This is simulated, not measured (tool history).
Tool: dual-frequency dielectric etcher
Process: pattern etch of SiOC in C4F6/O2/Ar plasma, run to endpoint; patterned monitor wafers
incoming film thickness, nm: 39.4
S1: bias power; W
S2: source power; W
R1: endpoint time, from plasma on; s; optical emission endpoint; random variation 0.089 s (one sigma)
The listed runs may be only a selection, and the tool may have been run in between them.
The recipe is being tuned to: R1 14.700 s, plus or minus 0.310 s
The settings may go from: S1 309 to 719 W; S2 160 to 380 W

run,hour,S1,S2,R1
1,0.0,514,270,16.166
2,7.4,537,270,16.099
3,8.0,537,240,17.072
4,12.2,462,240,17.637
5,14.6,462,260,16.939
6,22.1,496,270,16.616
7,23.5,529,280,15.943
8,31.9,551,280,15.696
9,35.7,569,280,15.412
10,40.0,581,280,15.370
11,43.4,593,280,15.173

Of the 4 settings listed for the next run, only one would bring every result within its allowed miss of target. Which one?
A,46.8,642,280,?
B,46.8,584,270,?
C,46.8,683,240,?
D,46.8,598,250,?

move,R1
A,14.764
B,15.521
C,15.470
D,15.934
A: in spec on every target
B: further off than the last run
C: further off than the last run
D: further off than the last run
Go with A: it meets all targets.
